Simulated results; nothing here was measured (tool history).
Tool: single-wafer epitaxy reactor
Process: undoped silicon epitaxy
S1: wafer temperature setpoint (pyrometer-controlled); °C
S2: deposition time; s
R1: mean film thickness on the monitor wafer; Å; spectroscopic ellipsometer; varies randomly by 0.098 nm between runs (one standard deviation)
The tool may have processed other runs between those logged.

{"run": 1, "hour": 0.0, "S1": 655, "S2": 153, "R1": 282.15}
{"run": 2, "hour": 3.3, "S1": 649, "S2": 153, "R1": 240.25}
{"run": 3, "hour": 5.0, "S1": 649, "S2": 162, "R1": 254.94}
{"run": 4, "hour": 11.8, "S1": 649, "S2": 180, "R1": 284.66}
{"run": 5, "hour": 13.4, "S1": 647, "S2": 180, "R1": 270.72}
{"run": 6, "hour": 15.1, "S1": 647, "S2": 197, "R1": 294.01}
{"run": 7, "hour": 16.7, "S1": 645, "S2": 195, "R1": 279.5}
{"run": 8, "hour": 25.3, "S1": 633, "S2": 179, "R1": 186.76}
{"hour": 27.4, "done": "pyrometer calibrated"}
{"run": 9, "hour": 27.4, "S1": 634, "S2": 179, "R1": 218.84}
{"run": 10, "hour": 33.6, "S1": 634, "S2": 176, "R1": 217.34}
{"run": 11, "hour": 38.4, "S1": 634, "S2": 176, "R1": 216.56}

Estimate the outcome of run 12 from the log above:
{"run": 12, "hour": 44.5, "S1": 634, "S2": 173, "R1": "?"}

{"run 12": {"R1": 211.07}}
